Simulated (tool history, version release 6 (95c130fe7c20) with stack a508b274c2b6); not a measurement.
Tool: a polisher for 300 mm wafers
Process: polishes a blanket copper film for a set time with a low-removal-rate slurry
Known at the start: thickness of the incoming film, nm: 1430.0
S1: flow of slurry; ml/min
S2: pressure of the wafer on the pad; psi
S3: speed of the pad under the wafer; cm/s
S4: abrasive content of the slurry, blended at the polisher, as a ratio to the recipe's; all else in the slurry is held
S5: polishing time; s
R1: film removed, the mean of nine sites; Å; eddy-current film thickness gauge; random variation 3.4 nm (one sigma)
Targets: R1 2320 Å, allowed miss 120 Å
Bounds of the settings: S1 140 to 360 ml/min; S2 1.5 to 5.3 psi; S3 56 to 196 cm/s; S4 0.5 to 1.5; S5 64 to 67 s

| run | hour | S1 | S2 | S3 | S4 | S5 | R1 |
|---|---|---|---|---|---|---|---|
| 1 | 0 | 230 | 3.4 | 126 | 1 | 64 | 3006 |
| 2 | 5.7 | 230 | 3.4 | 126 | 1 | 67 | 3095.9 |
| 3 | 13.8 | 230 | 3.3 | 126 | 1 | 67 | 2938 |
| 4 | 22.3 | 230 | 3.2 | 126 | 1 | 67 | 2971.5 |
| 5 | 24.9 | 230 | 3.2 | 126 | 1 | 67 | 2878.9 |
| 6 | 25.8 | 230 | 3.1 | 126 | 1 | 67 | 2846.1 |
| 7 | 28.6 | 230 | 3 | 126 | 1 | 67 | 2707.1 |
| 8 | 34.6 | 230 | 2.9 | 126 | 1 | 67 | 2594.1 |
| 9 | 37.6 | 230 | 2.7 | 126 | 1 | 67 | 2451 |

Which of these 4 next moves meets every target?
| A | 40.6 | 245 | 2.9 | 126 | 1 | 66 | ? |
| B | 40.6 | 265 | 3.2 | 84 | 1.2 | 64 | ? |
| C | 40.6 | 235 | 2.8 | 142 | 0.85 | 66 | ? |
| D | 40.6 | 215 | 3 | 124 | 0.95 | 67 | ? |

| move | R1 |
|---|---|
| A | 2656.2 |
| B | 2311.8 |
| C | 2663.1 |
| D | 2692.4 |
A: further off than the last run
B: meets every target
C: further off than the last run
D: further off than the last run
The right move is B.

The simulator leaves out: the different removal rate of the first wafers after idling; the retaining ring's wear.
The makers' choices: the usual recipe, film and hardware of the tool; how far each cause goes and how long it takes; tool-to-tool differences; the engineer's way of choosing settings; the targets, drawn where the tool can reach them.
